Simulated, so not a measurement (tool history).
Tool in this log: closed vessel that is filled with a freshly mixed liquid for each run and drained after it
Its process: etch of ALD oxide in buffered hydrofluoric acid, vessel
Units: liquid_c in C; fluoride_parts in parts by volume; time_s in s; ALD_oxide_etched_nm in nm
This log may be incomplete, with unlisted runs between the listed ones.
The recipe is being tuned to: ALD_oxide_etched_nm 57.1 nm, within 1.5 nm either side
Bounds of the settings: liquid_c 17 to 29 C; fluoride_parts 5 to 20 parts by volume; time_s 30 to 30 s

{"run": 1, "day": 0.0, "liquid_c": 21, "fluoride_parts": 12, "time_s": 30, "ALD_oxide_etched_nm": 25.026}
{"run": 2, "day": 0.225, "liquid_c": 22.5, "fluoride_parts": 11, "time_s": 30, "ALD_oxide_etched_nm": 29.385}
{"run": 3, "day": 0.533, "liquid_c": 24, "fluoride_parts": 10, "time_s": 30, "ALD_oxide_etched_nm": 35.128}
{"run": 4, "day": 0.658, "liquid_c": 24, "fluoride_parts": 12, "time_s": 30, "ALD_oxide_etched_nm": 29.332}
{"run": 5, "day": 1.0, "liquid_c": 22.5, "fluoride_parts": 12, "time_s": 30, "ALD_oxide_etched_nm": 27.208}
{"run": 6, "day": 1.279, "liquid_c": 22.5, "fluoride_parts": 12, "time_s": 30, "ALD_oxide_etched_nm": 26.75}
{"run": 7, "day": 1.417, "liquid_c": 24, "fluoride_parts": 11, "time_s": 30, "ALD_oxide_etched_nm": 32.336}
{"run": 8, "day": 1.488, "liquid_c": 25, "fluoride_parts": 10.5, "time_s": 30, "ALD_oxide_etched_nm": 35.469}
{"run": 9, "day": 1.771, "liquid_c": 26, "fluoride_parts": 10, "time_s": 30, "ALD_oxide_etched_nm": 38.82}
{"day": 2.021, "done": "thermometer replaced"}
{"run": 10, "day": 2.021, "liquid_c": 26.5, "fluoride_parts": 9.5, "time_s": 30, "ALD_oxide_etched_nm": 44.545}

Which one of the following 4 next-run settings gets every result inside its allowed miss? There is exactly one.
{"run": "A", "day": 2.271, "liquid_c": 27, "fluoride_parts": 6.5, "time_s": 30, "ALD_oxide_etched_nm": "?"}
{"run": "B", "day": 2.271, "liquid_c": 26.5, "fluoride_parts": 7.5, "time_s": 30, "ALD_oxide_etched_nm": "?"}
{"run": "C", "day": 2.271, "liquid_c": 25.5, "fluoride_parts": 11, "time_s": 30, "ALD_oxide_etched_nm": "?"}
{"run": "D", "day": 2.271, "liquid_c": 25.5, "fluoride_parts": 12.5, "time_s": 30, "ALD_oxide_etched_nm": "?"}

move=A ALD_oxide_etched_nm=66.92
move=B ALD_oxide_etched_nm=56.718
move=C ALD_oxide_etched_nm=37.632
move=D ALD_oxide_etched_nm=33.217
A: carries the result that was furthest off beyond its target, to the other side
B: meets every target
C: the biggest miss grows against the last run
D: the biggest miss grows against the last run
Go with B: it meets all targets.

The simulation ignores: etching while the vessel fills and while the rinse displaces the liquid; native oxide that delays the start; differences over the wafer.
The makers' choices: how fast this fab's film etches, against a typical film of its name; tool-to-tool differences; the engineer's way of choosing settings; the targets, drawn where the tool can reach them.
